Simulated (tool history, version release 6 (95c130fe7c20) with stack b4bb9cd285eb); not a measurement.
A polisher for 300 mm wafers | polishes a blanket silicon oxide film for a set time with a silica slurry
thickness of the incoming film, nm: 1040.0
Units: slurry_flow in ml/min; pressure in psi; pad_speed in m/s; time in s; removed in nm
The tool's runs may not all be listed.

| run | hour | slurry_flow | pressure | pad_speed | slurry_solids | time | removed |
|---|---|---|---|---|---|---|---|
| 1 | 0.0 | 230 | 4.7 | 1.46 | 1.00 | 90 | 377.42 |
| 2 | 1.4 | 230 | 4.7 | 1.46 | 0.90 | 90 | 355.03 |
| 3 | 5.7 | 230 | 4.7 | 1.46 | 1.05 | 90 | 379.88 |
| 4 | 6.5 | 230 | 4.7 | 1.46 | 1.05 | 90 | 385.47 |
| 5 | 8.7 | 235 | 4.9 | 1.46 | 1.05 | 90 | 397.42 |
| 6 | 9.8 | 235 | 5.1 | 1.46 | 1.05 | 90 | 415.55 |

Forecast run 7:
| 7 | 17.5 | 255 | 6.4 | 1.48 | 1.05 | 90 | ? |

Run 7 gave removed 523.67 nm.

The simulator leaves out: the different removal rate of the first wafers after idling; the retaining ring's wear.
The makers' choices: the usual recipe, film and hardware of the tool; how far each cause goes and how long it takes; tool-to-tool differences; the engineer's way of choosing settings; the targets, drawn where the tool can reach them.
